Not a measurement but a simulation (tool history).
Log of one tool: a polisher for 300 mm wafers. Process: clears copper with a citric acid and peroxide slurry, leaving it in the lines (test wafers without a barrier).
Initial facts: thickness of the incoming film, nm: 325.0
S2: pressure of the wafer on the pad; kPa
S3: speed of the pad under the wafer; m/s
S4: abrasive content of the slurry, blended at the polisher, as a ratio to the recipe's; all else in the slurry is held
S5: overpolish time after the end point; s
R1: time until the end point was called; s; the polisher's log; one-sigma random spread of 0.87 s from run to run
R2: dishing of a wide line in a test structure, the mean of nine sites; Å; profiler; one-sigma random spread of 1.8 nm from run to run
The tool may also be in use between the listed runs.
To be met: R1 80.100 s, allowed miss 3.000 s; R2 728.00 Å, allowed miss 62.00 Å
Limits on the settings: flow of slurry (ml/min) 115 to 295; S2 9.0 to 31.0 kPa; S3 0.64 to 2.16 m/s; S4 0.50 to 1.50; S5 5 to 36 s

Run 1, hour 0.0: flow of slurry (ml/min) 190, S2 20.0 kPa, S3 1.40 m/s, S4 1.00, S5 18 s. Result: R1 104.970 s, R2 456.42 Å.
Run 2, hour 4.8: flow of slurry (ml/min) 190, S2 21.4 kPa, S3 1.40 m/s, S4 1.00, S5 19 s. Result: R1 98.673 s, R2 515.12 Å.
Run 3, hour 11.9: flow of slurry (ml/min) 190, S2 21.4 kPa, S3 1.40 m/s, S4 1.10, S5 19 s. Result: R1 96.329 s, R2 499.86 Å.
Run 4, hour 18.5: flow of slurry (ml/min) 190, S2 17.2 kPa, S3 1.40 m/s, S4 1.10, S5 19 s. Result: R1 117.490 s, R2 425.66 Å.
Run 5, hour 19.2: flow of slurry (ml/min) 225, S2 17.2 kPa, S3 1.40 m/s, S4 1.10, S5 19 s. Result: R1 114.640 s, R2 430.82 Å.
Run 6, hour 21.6: flow of slurry (ml/min) 225, S2 17.2 kPa, S3 1.22 m/s, S4 1.10, S5 19 s. Result: R1 133.850 s, R2 400.24 Å.
Run 7, hour 26.6: flow of slurry (ml/min) 230, S2 22.8 kPa, S3 1.24 m/s, S4 1.10, S5 22 s. Result: R1 99.375 s, R2 573.88 Å.
At hour 27.4: slurry nozzle cleaned.
Run 8, hour 27.4: flow of slurry (ml/min) 230, S2 24.1 kPa, S3 1.24 m/s, S4 1.10, S5 22 s. Result: R1 90.659 s, R2 638.33 Å.
Run 9, hour 28.7: flow of slurry (ml/min) 235, S2 24.8 kPa, S3 1.24 m/s, S4 1.10, S5 22 s. Result: R1 84.973 s, R2 653.15 Å.
Run 10, hour 32.9: flow of slurry (ml/min) 240, S2 24.8 kPa, S3 1.24 m/s, S4 1.10, S5 22 s. Result: R1 84.958 s, R2 647.65 Å.
Run 11, hour 37.5: flow of slurry (ml/min) 245, S2 24.8 kPa, S3 1.24 m/s, S4 1.10, S5 23 s. Result: R1 86.101 s, R2 694.33 Å.
Run 12, hour 38.8: flow of slurry (ml/min) 250, S2 24.8 kPa, S3 1.24 m/s, S4 1.10, S5 23 s. Result: R1 86.153 s, R2 697.82 Å.

Which single option among these 4 for the next run brings every result within its allowed miss of target? Just one does.
Run A, hour 40.1: flow of slurry (ml/min) 265, S2 24.1 kPa, S3 1.38 m/s, S4 1.00, S5 18 s. Result: R1 ?, R2 ?.
Run B, hour 40.1: flow of slurry (ml/min) 285, S2 24.8 kPa, S3 1.28 m/s, S4 1.20, S5 24 s. Result: R1 ?, R2 ?.
Run C, hour 40.1: flow of slurry (ml/min) 245, S2 24.8 kPa, S3 1.12 m/s, S4 1.05, S5 26 s. Result: R1 ?, R2 ?.
Run D, hour 40.1: flow of slurry (ml/min) 205, S2 29.6 kPa, S3 1.22 m/s, S4 1.20, S5 21 s. Result: R1 ?, R2 ?.

move      R1      R2
   A  79.935  589.13
   B  79.867  748.48
   C  94.448  697.65
   D  72.594  735.23
A: the furthest-off result lands on target, but another misses its tolerance
B: meets every target
C: further off than the last run
D: takes the result that was furthest off past its target
Move B is the one to make.
